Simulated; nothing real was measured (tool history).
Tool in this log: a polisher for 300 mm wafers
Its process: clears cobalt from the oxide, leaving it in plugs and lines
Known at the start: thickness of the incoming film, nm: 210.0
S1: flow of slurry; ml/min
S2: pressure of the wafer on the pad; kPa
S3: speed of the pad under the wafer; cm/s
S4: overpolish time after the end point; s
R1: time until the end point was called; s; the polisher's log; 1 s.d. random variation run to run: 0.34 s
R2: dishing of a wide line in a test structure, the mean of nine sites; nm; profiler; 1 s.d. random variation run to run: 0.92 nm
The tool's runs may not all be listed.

{"run": 1, "hour": 0.0, "S1": 175, "S2": 9, "S3": 126, "S4": 25, "R1": 43.437, "R2": 61.764}
{"run": 2, "hour": 6.1, "S1": 175, "S2": 9.7, "S3": 126, "S4": 26, "R1": 41.916, "R2": 64.926}
{"run": 3, "hour": 7.2, "S1": 175, "S2": 9.7, "S3": 126, "S4": 21, "R1": 41.53, "R2": 56.843}
{"run": 4, "hour": 11.4, "S1": 175, "S2": 10.3, "S3": 126, "S4": 23, "R1": 38.819, "R2": 63.584}
{"run": 5, "hour": 13.1, "S1": 175, "S2": 11, "S3": 126, "S4": 24, "R1": 36.869, "R2": 65.021}
{"run": 6, "hour": 21.5, "S1": 175, "S2": 11, "S3": 96, "S4": 24, "R1": 46.426, "R2": 58.44}

Run 7, settings as shown, results not yet in. Your forecast:
{"run": 7, "hour": 29.7, "S1": 175, "S2": 11.7, "S3": 98, "S4": 25, "R1": "?", "R2": "?"}

R1: 43.172 s
R2: 61.235 nm

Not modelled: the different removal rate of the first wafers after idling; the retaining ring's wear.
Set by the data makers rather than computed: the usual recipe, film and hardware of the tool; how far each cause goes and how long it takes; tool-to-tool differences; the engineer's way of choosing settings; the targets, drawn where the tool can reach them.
